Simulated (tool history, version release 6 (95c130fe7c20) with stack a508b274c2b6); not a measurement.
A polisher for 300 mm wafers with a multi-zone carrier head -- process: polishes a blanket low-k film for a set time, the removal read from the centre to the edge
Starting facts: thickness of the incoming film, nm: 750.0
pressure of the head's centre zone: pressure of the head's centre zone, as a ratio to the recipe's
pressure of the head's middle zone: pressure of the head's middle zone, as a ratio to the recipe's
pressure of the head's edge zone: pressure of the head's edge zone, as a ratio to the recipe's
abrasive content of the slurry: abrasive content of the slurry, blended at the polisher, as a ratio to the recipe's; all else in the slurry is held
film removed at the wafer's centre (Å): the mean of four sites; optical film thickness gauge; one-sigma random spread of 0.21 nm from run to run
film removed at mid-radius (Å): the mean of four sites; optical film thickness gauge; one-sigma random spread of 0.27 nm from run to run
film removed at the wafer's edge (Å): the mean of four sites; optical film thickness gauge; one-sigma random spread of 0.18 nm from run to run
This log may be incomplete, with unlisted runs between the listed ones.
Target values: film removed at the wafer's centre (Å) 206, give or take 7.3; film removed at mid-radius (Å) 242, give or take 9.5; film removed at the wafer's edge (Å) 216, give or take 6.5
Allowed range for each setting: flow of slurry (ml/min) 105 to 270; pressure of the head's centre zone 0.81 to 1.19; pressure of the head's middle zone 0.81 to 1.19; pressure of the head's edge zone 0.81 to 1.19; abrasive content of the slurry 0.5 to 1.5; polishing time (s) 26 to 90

| run | hour | flow of slurry (ml/min) | pressure of the head's centre zone | pressure of the head's middle zone | pressure of the head's edge zone | abrasive content of the slurry | polishing time (s) | film removed at the wafer's centre (Å) | film removed at mid-radius (Å) | film removed at the wafer's edge (Å) |
|---|---|---|---|---|---|---|---|---|---|---|
| 1 | 0 | 175 | 1 | 1 | 1 | 1 | 58 | 280.86 | 281.03 | 276.72 |
| 2 | 1.4 | 200 | 1 | 1 | 1 | 1 | 58 | 283.2 | 282.28 | 278.74 |
| 3 | 3 | 200 | 0.96 | 1.01 | 0.96 | 0.9 | 58 | 255.94 | 269.63 | 258.86 |
| 4 | 4.5 | 200 | 0.96 | 1.01 | 1.03 | 0.9 | 58 | 257.26 | 268.9 | 266.54 |
| 5 | 11.3 | 200 | 0.93 | 1.01 | 1.03 | 0.9 | 58 | 247.16 | 271.94 | 267.46 |
| 6 | 15.9 | 200 | 1.01 | 1.01 | 1.03 | 0.9 | 58 | 269.56 | 270.32 | 269.31 |
| 7 | 21.8 | 200 | 0.97 | 1.02 | 0.98 | 0.85 | 58 | 252.71 | 263.98 | 250.92 |
| 8 | 29.9 | 195 | 0.93 | 1.02 | 0.95 | 0.8 | 58 | 227.31 | 251.37 | 235.61 |
| 9 | 37 | 180 | 0.92 | 1.02 | 0.93 | 0.8 | 58 | 224.85 | 248.91 | 231.15 |
| 10 | 41.9 | 150 | 0.85 | 1.03 | 0.86 | 0.75 | 58 | 191.78 | 225.01 | 207.46 |
| 11 | 49.1 | 160 | 0.86 | 1.04 | 0.86 | 0.75 | 58 | 195.26 | 238.19 | 207.3 |

Which of these 5 next moves meets every target?
| A | 56.3 | 225 | 0.82 | 1.06 | 0.85 | 0.55 | 73 | ? | ? | ? |
| B | 56.3 | 150 | 0.87 | 1.1 | 0.9 | 0.6 | 68 | ? | ? | ? |
| C | 56.3 | 145 | 0.87 | 1.02 | 0.83 | 0.6 | 75 | ? | ? | ? |
| D | 56.3 | 130 | 0.84 | 1.03 | 0.96 | 0.75 | 60 | ? | ? | ? |
| E | 56.3 | 110 | 0.86 | 1.1 | 0.83 | 0.75 | 60 | ? | ? | ? |

| move | film removed at the wafer's centre (Å) | film removed at mid-radius (Å) | film removed at the wafer's edge (Å) |
|---|---|---|---|
| A | 187.98 | 242.48 | 205.26 |
| B | 187.68 | 237.18 | 203.34 |
| C | 205.14 | 243.48 | 215.31 |
| D | 186.1 | 231.53 | 218.67 |
| E | 180.51 | 233.41 | 197.71 |
A: misses by more than the last run did
B: misses by more than the last run did
C: all results land within tolerance of their targets
D: misses by more than the last run did
E: misses by more than the last run did
Correct choice: C, which meets every target

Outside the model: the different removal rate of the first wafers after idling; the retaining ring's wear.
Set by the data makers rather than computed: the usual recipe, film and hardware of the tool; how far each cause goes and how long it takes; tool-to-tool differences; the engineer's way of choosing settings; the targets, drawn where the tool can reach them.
